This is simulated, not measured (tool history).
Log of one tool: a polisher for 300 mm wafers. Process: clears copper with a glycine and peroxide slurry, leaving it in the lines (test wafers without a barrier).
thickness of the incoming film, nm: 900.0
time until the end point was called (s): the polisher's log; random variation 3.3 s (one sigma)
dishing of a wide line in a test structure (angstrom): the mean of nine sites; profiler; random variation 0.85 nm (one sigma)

run  hour  flow of slurry (ml/min)  pressure of the wafer on the pad (kPa)  speed of the pad under the wafer (m/s)  overpolish time after the end point (s)  time until the end point was called (s)  dishing of a wide line in a test structure (angstrom)
  1   0.0                      235                                    22.8                                    1.30                                       15                                   134.29                                                 669.62
  2   2.5                      200                                    22.8                                    1.30                                       15                                   135.71                                                 656.94
  3   6.7                      250                                    22.8                                    1.30                                       15                                   129.70                                                 682.52
  4  10.6                      205                                    22.8                                    1.30                                       15                                   135.84                                                 686.78
  5  15.5                      205                                    20.7                                    1.28                                       15                                   149.90                                                 607.54
  6  22.5                      205                                    20.7                                    1.28                                       11                                   149.83                                                 514.35
  7  30.7                      205                                    18.6                                    1.26                                       12                                   157.80                                                 495.93
  8  38.1                      200                                    17.2                                    1.22                                       13                                   172.27                                                 487.83

The next listed run, before its measurement:
  9  45.6                      195                                    10.3                                    1.12                                       17                                        ?                                                      ?

{"run 9": {"time until the end point was called (s)": 255.72, "dishing of a wide line in a test structure (angstrom)": 442.79}}
